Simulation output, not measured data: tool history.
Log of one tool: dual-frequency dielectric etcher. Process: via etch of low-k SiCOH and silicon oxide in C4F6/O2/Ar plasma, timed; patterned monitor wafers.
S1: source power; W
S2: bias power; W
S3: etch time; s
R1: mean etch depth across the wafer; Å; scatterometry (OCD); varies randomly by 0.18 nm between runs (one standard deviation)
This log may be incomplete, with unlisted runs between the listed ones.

run    day   S1   S2    S3      R1
  1      0  480  157  39.5  1036.2
  2  0.158  520  157  39.5  1061.1
  3  0.292  470  147  39.5  1006.4
  4  0.617  470  126  39.5  948.35
  5  0.779  470  142  39.5   992.3
  6  0.933  430  138  39.5  956.76
  7  0.979  400  135  39.5  934.23
  8  1.062  380  132  39.5  911.92
  9  1.258  360  131  39.5  902.76

Predict the results of run 10:
 10  1.329  340  129  39.5   ?

R1: 885.91 Å
